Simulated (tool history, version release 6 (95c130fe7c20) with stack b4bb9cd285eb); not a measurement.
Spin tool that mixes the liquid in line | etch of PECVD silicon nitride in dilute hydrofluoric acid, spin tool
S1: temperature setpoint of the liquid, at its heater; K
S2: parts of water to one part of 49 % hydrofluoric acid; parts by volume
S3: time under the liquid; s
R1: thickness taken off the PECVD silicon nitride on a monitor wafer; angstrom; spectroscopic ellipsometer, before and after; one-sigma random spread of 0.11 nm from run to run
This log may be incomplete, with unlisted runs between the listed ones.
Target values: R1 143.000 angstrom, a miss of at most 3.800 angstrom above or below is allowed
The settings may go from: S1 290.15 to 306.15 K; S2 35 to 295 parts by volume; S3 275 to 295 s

run	day	S1	S2	S3	R1
1	0.000	298.15	165	275	64.546
2	0.054	298.15	165	295	68.578
3	0.325	295.15	165	295	56.284
4	0.354	298.15	160	295	70.878
5	0.512	300.15	150	295	86.041
6	0.658	301.65	145	295	99.634
7	0.762	302.65	145	295	104.030
8	1.129	303.65	140	295	114.330
9	1.504	304.15	135	295	121.090
10	1.829	304.65	135	295	125.620
11	2.117	305.15	135	295	131.530
12	2.142	305.65	135	295	135.920
13	2.496	306.15	135	295	138.630

Consider the 5 candidate settings below. Which is the only one whose results all fall within their allowed miss of target?
A	2.850	305.65	120	295	?
B	2.850	301.15	90	275	?
C	2.850	306.15	125	295	?
D	2.850	306.15	135	285	?
E	2.850	306.15	140	290	?

move	R1
A	151.890
B	142.840
C	150.170
D	134.090
E	131.450
A: takes the biggest miss from the last run beyond its target
B: meets every target
C: takes the biggest miss from the last run beyond its target
D: lands further from the targets than the last run did
E: lands further from the targets than the last run did
The move that meets every target is B.
